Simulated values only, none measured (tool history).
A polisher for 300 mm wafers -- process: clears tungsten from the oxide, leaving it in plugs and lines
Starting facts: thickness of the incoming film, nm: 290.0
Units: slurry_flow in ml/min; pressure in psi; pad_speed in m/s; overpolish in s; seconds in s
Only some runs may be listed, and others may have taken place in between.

{"run": 1, "hour": 0.0, "slurry_flow": 160, "pressure": 3.3, "pad_speed": 1.36, "slurry_solids": 1, "overpolish": 9, "seconds": 53.875}
{"run": 2, "hour": 6.7, "slurry_flow": 165, "pressure": 3.6, "pad_speed": 1.36, "slurry_solids": 1, "overpolish": 9, "seconds": 48.493}
{"run": 3, "hour": 11.2, "slurry_flow": 170, "pressure": 3.8, "pad_speed": 1.36, "slurry_solids": 1, "overpolish": 9, "seconds": 45.944}
{"run": 4, "hour": 17.5, "slurry_flow": 170, "pressure": 3.8, "pad_speed": 1.36, "slurry_solids": 1, "overpolish": 9, "seconds": 45.397}
{"run": 5, "hour": 20.9, "slurry_flow": 175, "pressure": 4, "pad_speed": 1.36, "slurry_solids": 1, "overpolish": 9, "seconds": 43.615}
{"run": 6, "hour": 28.5, "slurry_flow": 175, "pressure": 3.5, "pad_speed": 1.36, "slurry_solids": 1, "overpolish": 9, "seconds": 49.736}
{"run": 7, "hour": 30.7, "slurry_flow": 180, "pressure": 3.8, "pad_speed": 1.36, "slurry_solids": 1, "overpolish": 9, "seconds": 45.812}
{"run": 8, "hour": 34.9, "slurry_flow": 180, "pressure": 4, "pad_speed": 1.36, "slurry_solids": 1, "overpolish": 9, "seconds": 43.443}
{"run": 9, "hour": 43.5, "slurry_flow": 180, "pressure": 4.2, "pad_speed": 1.36, "slurry_solids": 1, "overpolish": 9, "seconds": 41.114}
{"run": 10, "hour": 46.0, "slurry_flow": 180, "pressure": 4.3, "pad_speed": 1.36, "slurry_solids": 1, "overpolish": 9, "seconds": 41.068}
{"run": 11, "hour": 54.4, "slurry_flow": 180, "pressure": 4.4, "pad_speed": 1.36, "slurry_solids": 1, "overpolish": 9, "seconds": 39.482}

Estimate the outcome of run 12 from the log above:
{"run": 12, "hour": 61.8, "slurry_flow": 180, "pressure": 4.5, "pad_speed": 1.36, "slurry_solids": 1, "overpolish": 9, "seconds": "?"}

Logged for run 12: seconds 38.855 s.
